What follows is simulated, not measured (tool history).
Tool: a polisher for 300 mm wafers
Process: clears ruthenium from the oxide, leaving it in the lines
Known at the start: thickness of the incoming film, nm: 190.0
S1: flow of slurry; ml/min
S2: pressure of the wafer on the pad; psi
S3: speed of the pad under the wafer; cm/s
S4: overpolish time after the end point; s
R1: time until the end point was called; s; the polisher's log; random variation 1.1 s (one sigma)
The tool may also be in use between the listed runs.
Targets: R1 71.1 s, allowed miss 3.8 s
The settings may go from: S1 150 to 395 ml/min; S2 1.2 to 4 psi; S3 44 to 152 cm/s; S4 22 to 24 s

| run | day | S1 | S2 | S3 | S4 | R1 |
|---|---|---|---|---|---|---|
| 1 | 0 | 250 | 2.6 | 98 | 22 | 130.57 |
| 2 | 0.033 | 275 | 2.6 | 98 | 22 | 128.92 |
| 3 | 0.171 | 275 | 3 | 100 | 22 | 109.36 |
| 4 | 0.417 | 275 | 3.3 | 102 | 22 | 100.83 |
| 5 | 0.738 | 275 | 3.3 | 86 | 22 | 118.34 |
| 6 | 0.817 | 280 | 3.5 | 94 | 22 | 103.05 |
| 7 | 0.888 | 280 | 3.6 | 100 | 22 | 94.321 |
| 8 | 0.975 | 280 | 3.7 | 104 | 22 | 87.899 |
| 9 | 1.083 | 280 | 3.8 | 108 | 22 | 81.892 |
| 10 | 1.429 | 280 | 3.8 | 108 | 22 | 82.813 |
| 11 | 1.517 | 280 | 3.9 | 110 | 22 | 77.72 |
| 12 | 1.721 | 280 | 3.9 | 112 | 22 | 80.338 |

Which of these 5 next moves meets every target?
| A | 1.925 | 385 | 4 | 128 | 24 | ? |
| B | 1.925 | 280 | 4 | 136 | 22 | ? |
| C | 1.925 | 385 | 3.4 | 106 | 24 | ? |
| D | 1.925 | 215 | 3.9 | 128 | 22 | ? |
| E | 1.925 | 250 | 4 | 140 | 22 | ? |

| move | R1 |
|---|---|
| A | 63.129 |
| B | 62.275 |
| C | 88.307 |
| D | 71.283 |
| E | 61.786 |
A: takes the result that was furthest off past its target
B: takes the result that was furthest off past its target
C: further off than the last run
D: meets every target
E: takes the result that was furthest off past its target
The right move is D.

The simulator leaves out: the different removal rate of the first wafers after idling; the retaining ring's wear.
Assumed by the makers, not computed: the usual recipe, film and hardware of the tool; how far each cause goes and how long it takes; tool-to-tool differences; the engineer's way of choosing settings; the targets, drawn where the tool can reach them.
